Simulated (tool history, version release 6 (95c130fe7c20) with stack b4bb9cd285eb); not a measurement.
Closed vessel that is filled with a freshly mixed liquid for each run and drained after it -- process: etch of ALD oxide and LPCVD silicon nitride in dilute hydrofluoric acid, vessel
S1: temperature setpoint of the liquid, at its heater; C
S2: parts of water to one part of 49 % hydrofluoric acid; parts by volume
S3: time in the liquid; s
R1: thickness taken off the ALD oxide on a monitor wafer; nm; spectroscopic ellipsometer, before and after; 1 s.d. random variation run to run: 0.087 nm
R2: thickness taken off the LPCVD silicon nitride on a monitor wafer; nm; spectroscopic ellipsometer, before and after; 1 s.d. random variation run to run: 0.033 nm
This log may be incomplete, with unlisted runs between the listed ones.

{"run": 1, "day": 0.0, "S1": 24.0, "S2": 70, "S3": 70, "R1": 17.313, "R2": 0.40825}
{"run": 2, "day": 0.196, "S1": 23.0, "S2": 70, "S3": 70, "R1": 16.416, "R2": 0.41916}
{"run": 3, "day": 0.425, "S1": 22.5, "S2": 70, "S3": 70, "R1": 16.329, "R2": 0.43414}
{"run": 4, "day": 0.646, "S1": 22.0, "S2": 70, "S3": 70, "R1": 15.923, "R2": 0.34475}
{"run": 5, "day": 0.767, "S1": 25.5, "S2": 70, "S3": 70, "R1": 18.255, "R2": 0.51698}
{"run": 6, "day": 0.933, "S1": 27.5, "S2": 70, "S3": 70, "R1": 19.965, "R2": 0.53704}

For run 7, what comes out?
{"run": 7, "day": 1.188, "S1": 26.0, "S2": 70, "S3": 70, "R1": "?", "R2": "?"}

R1: 18.530 nm
R2: 0.46196 nm
